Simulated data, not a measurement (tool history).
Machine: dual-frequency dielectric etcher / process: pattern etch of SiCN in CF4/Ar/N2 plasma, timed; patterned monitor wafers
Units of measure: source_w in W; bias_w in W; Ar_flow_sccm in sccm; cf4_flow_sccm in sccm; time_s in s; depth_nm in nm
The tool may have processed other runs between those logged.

Run 1, hour 0: source_w 520 W, bias_w 56 W, Ar_flow_sccm 84 sccm, cf4_flow_sccm 82 sccm, time_s 108.5 s. Result: depth_nm 110.3 nm.
Run 2, hour 6: source_w 550 W, bias_w 56 W, Ar_flow_sccm 84 sccm, cf4_flow_sccm 82 sccm, time_s 108.5 s. Result: depth_nm 117.11 nm.
Run 3, hour 9.9: source_w 570 W, bias_w 56 W, Ar_flow_sccm 84 sccm, cf4_flow_sccm 82 sccm, time_s 108.5 s. Result: depth_nm 121.55 nm.
Run 4, hour 14: source_w 580 W, bias_w 56 W, Ar_flow_sccm 84 sccm, cf4_flow_sccm 82 sccm, time_s 108.5 s. Result: depth_nm 125.29 nm.
Run 5, hour 14.7: source_w 590 W, bias_w 56 W, Ar_flow_sccm 84 sccm, cf4_flow_sccm 82 sccm, time_s 108.5 s. Result: depth_nm 127.04 nm.
Run 6, hour 17.2: source_w 670 W, bias_w 56 W, Ar_flow_sccm 84 sccm, cf4_flow_sccm 82 sccm, time_s 108.5 s. Result: depth_nm 143.81 nm.
Run 7, hour 18.5: source_w 660 W, bias_w 56 W, Ar_flow_sccm 84 sccm, cf4_flow_sccm 82 sccm, time_s 108.5 s. Result: depth_nm 143.24 nm.
Run 8, hour 26.2: source_w 650 W, bias_w 56 W, Ar_flow_sccm 84 sccm, cf4_flow_sccm 82 sccm, time_s 108.5 s. Result: depth_nm 141.19 nm.
Run 9, hour 32.3: source_w 640 W, bias_w 56 W, Ar_flow_sccm 84 sccm, cf4_flow_sccm 82 sccm, time_s 108.5 s. Result: depth_nm 138.18 nm.
Run 10, hour 40.5: source_w 640 W, bias_w 56 W, Ar_flow_sccm 84 sccm, cf4_flow_sccm 82 sccm, time_s 108.5 s. Result: depth_nm 137.24 nm.

The next listed run, before its measurement:
Run 11, hour 46: source_w 630 W, bias_w 56 W, Ar_flow_sccm 84 sccm, cf4_flow_sccm 82 sccm, time_s 108.5 s. Result: depth_nm ?.

depth_nm: 134.93 nm

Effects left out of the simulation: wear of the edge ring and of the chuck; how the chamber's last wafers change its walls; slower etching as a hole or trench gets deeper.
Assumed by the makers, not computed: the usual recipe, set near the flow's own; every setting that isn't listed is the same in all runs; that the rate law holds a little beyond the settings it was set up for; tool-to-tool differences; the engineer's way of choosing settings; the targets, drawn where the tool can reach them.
